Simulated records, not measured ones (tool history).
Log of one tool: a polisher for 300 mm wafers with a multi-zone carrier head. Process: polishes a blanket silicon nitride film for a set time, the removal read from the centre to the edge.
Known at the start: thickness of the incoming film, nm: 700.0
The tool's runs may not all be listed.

run	hour	flow of slurry (ml/min)	pressure of the head's centre zone	pressure of the head's middle zone	pressure of the head's edge zone	polishing time (s)	film removed at the wafer's centre (Å)	film removed at mid-radius (Å)	film removed at the wafer's edge (Å)
1	0	320	1	1	1	77	1973.4	1992.3	1924
2	5.5	320	1	1.03	1.01	79	2000	2068.9	1976.5
3	7.1	320	1	1.06	1	82	2054.1	2212.6	1987.9
4	14.4	320	1	1.06	0.95	82	2114.7	2213.9	1980.6
5	19.6	345	1	1.06	0.95	82	2141.2	2235.1	2020.8
6	26.6	345	1	1.01	0.95	82	2107.7	2104.6	2020.7

Expected results for the next run?
7	33.6	345	0.99	1.03	0.96	84	?	?	?

Run 7 yielded film removed at the wafer's centre (Å) 2108.4, film removed at mid-radius (Å) 2186.8, film removed at the wafer's edge (Å) 1978.7.
